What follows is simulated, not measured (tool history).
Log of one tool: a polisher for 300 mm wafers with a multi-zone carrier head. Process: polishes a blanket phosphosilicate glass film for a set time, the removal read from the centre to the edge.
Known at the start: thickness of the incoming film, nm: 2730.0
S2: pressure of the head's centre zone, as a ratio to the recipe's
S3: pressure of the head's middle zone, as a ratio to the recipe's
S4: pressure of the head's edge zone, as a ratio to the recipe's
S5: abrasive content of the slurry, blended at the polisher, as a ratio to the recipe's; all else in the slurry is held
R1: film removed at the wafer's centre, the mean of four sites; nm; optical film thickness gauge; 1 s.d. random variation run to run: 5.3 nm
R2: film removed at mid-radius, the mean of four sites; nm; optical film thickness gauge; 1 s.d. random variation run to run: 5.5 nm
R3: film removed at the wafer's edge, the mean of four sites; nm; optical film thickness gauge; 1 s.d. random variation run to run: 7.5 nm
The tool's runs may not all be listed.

Run 1, hour 0.0: flow of slurry (ml/min) 310, S2 1.00, S3 1.00, S4 1.00, S5 1.00, polishing time (s) 39. Result: R1 353.31 nm, R2 348.21 nm, R3 324.15 nm.
Run 2, hour 1.8: flow of slurry (ml/min) 310, S2 1.01, S3 1.00, S4 1.03, S5 1.10, polishing time (s) 41. Result: R1 384.77 nm, R2 375.67 nm, R3 356.93 nm.
Run 3, hour 5.5: flow of slurry (ml/min) 310, S2 1.02, S3 1.01, S4 1.05, S5 1.20, polishing time (s) 43. Result: R1 418.86 nm, R2 411.19 nm, R3 387.00 nm.
Run 4, hour 11.8: flow of slurry (ml/min) 310, S2 1.02, S3 1.01, S4 1.05, S5 1.20, polishing time (s) 36. Result: R1 346.06 nm, R2 340.51 nm, R3 326.51 nm.
Run 5, hour 18.7: flow of slurry (ml/min) 310, S2 1.02, S3 1.01, S4 1.05, S5 1.20, polishing time (s) 41. Result: R1 395.67 nm, R2 380.90 nm, R3 373.79 nm.
Run 6, hour 25.0: flow of slurry (ml/min) 310, S2 1.02, S3 1.01, S4 1.05, S5 1.35, polishing time (s) 41. Result: R1 408.48 nm, R2 399.30 nm, R3 379.82 nm.
Run 7, hour 29.1: flow of slurry (ml/min) 315, S2 1.03, S3 1.02, S4 1.08, S5 1.40, polishing time (s) 43. Result: R1 442.97 nm, R2 422.14 nm, R3 412.64 nm.
Run 8, hour 33.5: flow of slurry (ml/min) 315, S2 1.03, S3 1.03, S4 1.10, S5 1.40, polishing time (s) 45. Result: R1 466.26 nm, R2 445.17 nm, R3 422.16 nm.

What does the tool deliver on the next run?
Run 9, hour 37.0: flow of slurry (ml/min) 315, S2 1.02, S3 1.02, S4 1.10, S5 1.40, polishing time (s) 47. Result: R1 ?, R2 ?, R3 ?.

Run 9 yielded R1 475.60 nm, R2 467.65 nm, R3 462.19 nm.
